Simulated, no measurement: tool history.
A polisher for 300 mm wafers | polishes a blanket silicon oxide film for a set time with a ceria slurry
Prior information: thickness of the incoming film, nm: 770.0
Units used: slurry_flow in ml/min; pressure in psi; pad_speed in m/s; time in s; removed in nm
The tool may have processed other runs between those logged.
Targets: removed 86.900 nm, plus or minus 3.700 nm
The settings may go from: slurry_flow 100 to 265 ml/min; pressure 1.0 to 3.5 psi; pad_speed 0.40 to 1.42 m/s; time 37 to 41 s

{"run": 1, "hour": 0.0, "slurry_flow": 170, "pressure": 2.2, "pad_speed": 0.9, "time": 41, "removed": 131.14}
{"run": 2, "hour": 5.3, "slurry_flow": 170, "pressure": 2.1, "pad_speed": 0.9, "time": 41, "removed": 126.76}
{"run": 3, "hour": 8.2, "slurry_flow": 170, "pressure": 2.0, "pad_speed": 0.9, "time": 41, "removed": 118.62}
{"run": 4, "hour": 11.5, "slurry_flow": 210, "pressure": 2.0, "pad_speed": 0.9, "time": 41, "removed": 123.15}
{"run": 5, "hour": 15.8, "slurry_flow": 175, "pressure": 2.0, "pad_speed": 0.9, "time": 41, "removed": 118.1}
{"run": 6, "hour": 24.1, "slurry_flow": 175, "pressure": 1.9, "pad_speed": 0.9, "time": 41, "removed": 112.17}
{"hour": 32.9, "done": "head pressure recalibrated"}
{"run": 7, "hour": 32.9, "slurry_flow": 175, "pressure": 1.8, "pad_speed": 0.9, "time": 41, "removed": 99.213}
{"run": 8, "hour": 37.6, "slurry_flow": 170, "pressure": 1.8, "pad_speed": 0.9, "time": 41, "removed": 99.776}
{"run": 9, "hour": 46.3, "slurry_flow": 170, "pressure": 1.8, "pad_speed": 0.9, "time": 41, "removed": 100.18}
{"run": 10, "hour": 51.7, "slurry_flow": 165, "pressure": 1.8, "pad_speed": 0.9, "time": 41, "removed": 97.767}
{"run": 11, "hour": 56.9, "slurry_flow": 160, "pressure": 1.8, "pad_speed": 0.9, "time": 41, "removed": 97.474}
{"run": 12, "hour": 65.8, "slurry_flow": 155, "pressure": 1.8, "pad_speed": 0.9, "time": 41, "removed": 98.584}
{"run": 13, "hour": 68.5, "slurry_flow": 145, "pressure": 1.7, "pad_speed": 0.9, "time": 41, "removed": 90.692}

Below are 5 possible settings for the next run. Only one of them brings all results inside the allowed miss of their targets. Which is it?
{"run": "A", "hour": 71.2, "slurry_flow": 135, "pressure": 1.7, "pad_speed": 0.9, "time": 40, "removed": "?"}
{"run": "B", "hour": 71.2, "slurry_flow": 145, "pressure": 1.9, "pad_speed": 0.88, "time": 41, "removed": "?"}
{"run": "C", "hour": 71.2, "slurry_flow": 185, "pressure": 1.7, "pad_speed": 1.1, "time": 37, "removed": "?"}
{"run": "D", "hour": 71.2, "slurry_flow": 155, "pressure": 1.8, "pad_speed": 0.98, "time": 39, "removed": "?"}
{"run": "E", "hour": 71.2, "slurry_flow": 180, "pressure": 1.7, "pad_speed": 1.06, "time": 37, "removed": "?"}

move=A removed=88.422
move=B removed=100.810
move=C removed=100.420
move=D removed=99.618
move=E removed=97.260
A: hits every target within its allowed miss
B: misses by more than the last run did
C: misses by more than the last run did
D: misses by more than the last run did
E: misses by more than the last run did
Answer: A
